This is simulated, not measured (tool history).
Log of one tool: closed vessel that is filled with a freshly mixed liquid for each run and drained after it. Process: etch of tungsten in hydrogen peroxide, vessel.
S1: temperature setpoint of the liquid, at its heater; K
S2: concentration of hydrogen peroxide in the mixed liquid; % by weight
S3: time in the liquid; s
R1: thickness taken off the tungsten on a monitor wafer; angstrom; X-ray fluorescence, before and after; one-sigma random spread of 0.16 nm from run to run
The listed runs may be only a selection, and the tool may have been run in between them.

run 1 hour=0 | S1=329.15 S2=24.5 S3=30 | R1=834.85
run 2 hour=2.8 | S1=327.65 S2=24.5 S3=30 | R1=770.61
run 3 hour=9.3 | S1=327.65 S2=29.5 S3=30 | R1=845.26
run 4 hour=16.2 | S1=326.15 S2=29.5 S3=30 | R1=776.48
run 5 hour=18.1 | S1=324.65 S2=29.5 S3=30 | R1=700.72
run 6 hour=20.7 | S1=321.65 S2=29.5 S3=30 | R1=588.07
run 7 hour=27.6 | S1=320.65 S2=29.5 S3=30 | R1=550.08
run 8 hour=30.8 | S1=320.15 S2=29.5 S3=30 | R1=537.19
run 9 hour=33.2 | S1=319.65 S2=29.5 S3=30 | R1=517.68

What does the tool deliver on the next run?
run 10 hour=35.2 | S1=319.15 S2=29.5 S3=30 | R1=?

For run 10 the tool returned R1 498.48 angstrom.

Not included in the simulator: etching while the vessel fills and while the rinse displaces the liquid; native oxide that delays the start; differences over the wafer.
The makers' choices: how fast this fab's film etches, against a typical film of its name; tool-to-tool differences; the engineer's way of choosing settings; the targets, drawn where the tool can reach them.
